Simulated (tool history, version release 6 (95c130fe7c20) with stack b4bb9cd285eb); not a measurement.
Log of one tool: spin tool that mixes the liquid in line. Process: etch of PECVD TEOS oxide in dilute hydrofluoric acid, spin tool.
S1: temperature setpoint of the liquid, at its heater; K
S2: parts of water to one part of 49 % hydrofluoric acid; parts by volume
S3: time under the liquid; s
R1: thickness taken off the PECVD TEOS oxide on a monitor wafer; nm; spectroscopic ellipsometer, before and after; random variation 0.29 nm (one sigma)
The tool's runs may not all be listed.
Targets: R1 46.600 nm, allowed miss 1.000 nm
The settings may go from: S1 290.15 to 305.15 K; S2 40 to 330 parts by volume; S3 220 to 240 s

| run | hour | S1 | S2 | S3 | R1 |
|---|---|---|---|---|---|
| 1 | 0.0 | 297.15 | 185 | 220 | 23.976 |
| 2 | 6.8 | 297.15 | 185 | 240 | 26.130 |
| 3 | 15.3 | 299.65 | 185 | 240 | 28.500 |
| 4 | 16.4 | 296.65 | 185 | 240 | 25.533 |
| 5 | 20.8 | 294.15 | 185 | 240 | 23.020 |
| 6 | 29.4 | 294.15 | 160 | 240 | 27.402 |
| 7 | 33.6 | 297.65 | 155 | 240 | 32.976 |
| 8 | 40.1 | 301.65 | 150 | 240 | 39.408 |
| 9 | 44.0 | 302.65 | 150 | 240 | 40.691 |
| 10 | 52.2 | 303.65 | 150 | 240 | 42.393 |
| 11 | 56.7 | 304.15 | 150 | 240 | 43.461 |

4 next moves are on the table. One of them brings every result within its allowed miss. Which?
| A | 61.2 | 304.15 | 155 | 240 | ? |
| B | 61.2 | 302.65 | 145 | 220 | ? |
| C | 61.2 | 302.15 | 150 | 240 | ? |
| D | 61.2 | 304.65 | 135 | 225 | ? |

| move | R1 |
|---|---|
| A | 41.412 |
| B | 38.964 |
| C | 40.091 |
| D | 46.625 |
A: further off than the last run
B: further off than the last run
C: further off than the last run
D: meets every target
The right move is D.

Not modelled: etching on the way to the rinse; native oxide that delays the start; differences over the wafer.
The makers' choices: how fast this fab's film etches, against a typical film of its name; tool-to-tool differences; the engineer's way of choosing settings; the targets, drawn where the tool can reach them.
